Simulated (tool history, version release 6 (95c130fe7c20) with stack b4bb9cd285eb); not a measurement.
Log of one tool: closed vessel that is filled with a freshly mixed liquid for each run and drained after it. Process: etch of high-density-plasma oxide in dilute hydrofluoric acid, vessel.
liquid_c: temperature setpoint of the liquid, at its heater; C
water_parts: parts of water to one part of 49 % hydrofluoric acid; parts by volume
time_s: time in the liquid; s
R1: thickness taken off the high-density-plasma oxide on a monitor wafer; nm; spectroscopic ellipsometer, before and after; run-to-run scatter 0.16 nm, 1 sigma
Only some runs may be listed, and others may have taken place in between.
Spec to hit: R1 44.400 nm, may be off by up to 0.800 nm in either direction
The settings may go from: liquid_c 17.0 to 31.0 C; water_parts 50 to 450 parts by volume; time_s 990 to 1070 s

{"run": 1, "hour": 0.0, "liquid_c": 23.0, "water_parts": 250, "time_s": 990, "R1": 19.881}
{"run": 2, "hour": 1.3, "liquid_c": 24.0, "water_parts": 235, "time_s": 990, "R1": 22.095}
{"run": 3, "hour": 8.1, "liquid_c": 25.0, "water_parts": 235, "time_s": 990, "R1": 22.912}
{"run": 4, "hour": 15.1, "liquid_c": 25.0, "water_parts": 285, "time_s": 990, "R1": 17.852}
{"run": 5, "hour": 18.0, "liquid_c": 26.0, "water_parts": 265, "time_s": 990, "R1": 20.35}
{"run": 6, "hour": 24.2, "liquid_c": 26.0, "water_parts": 265, "time_s": 990, "R1": 20.408}
{"run": 7, "hour": 28.8, "liquid_c": 26.5, "water_parts": 250, "time_s": 990, "R1": 22.294}
{"run": 8, "hour": 32.9, "liquid_c": 30.5, "water_parts": 150, "time_s": 990, "R1": 48.017}

Consider the 5 candidate settings below. Which is the only one whose results all fall within their allowed miss of target?
{"run": "A", "hour": 37.0, "liquid_c": 31.0, "water_parts": 150, "time_s": 1070, "R1": "?"}
{"run": "B", "hour": 37.0, "liquid_c": 30.0, "water_parts": 165, "time_s": 1040, "R1": "?"}
{"run": "C", "hour": 37.0, "liquid_c": 28.0, "water_parts": 155, "time_s": 1070, "R1": "?"}
{"run": "D", "hour": 37.0, "liquid_c": 27.0, "water_parts": 140, "time_s": 1005, "R1": "?"}
{"run": "E", "hour": 37.0, "liquid_c": 31.0, "water_parts": 145, "time_s": 1070, "R1": "?"}

move=A R1=52.954
move=B R1=44.277
move=C R1=45.695
move=D R1=46.655
move=E R1=55.149
A: misses by more than the last run did
B: hits every target within its allowed miss
C: moves toward the targets from the last run without getting all of them in spec
D: moves toward the targets from the last run without getting all of them in spec
E: misses by more than the last run did
B meets every target.

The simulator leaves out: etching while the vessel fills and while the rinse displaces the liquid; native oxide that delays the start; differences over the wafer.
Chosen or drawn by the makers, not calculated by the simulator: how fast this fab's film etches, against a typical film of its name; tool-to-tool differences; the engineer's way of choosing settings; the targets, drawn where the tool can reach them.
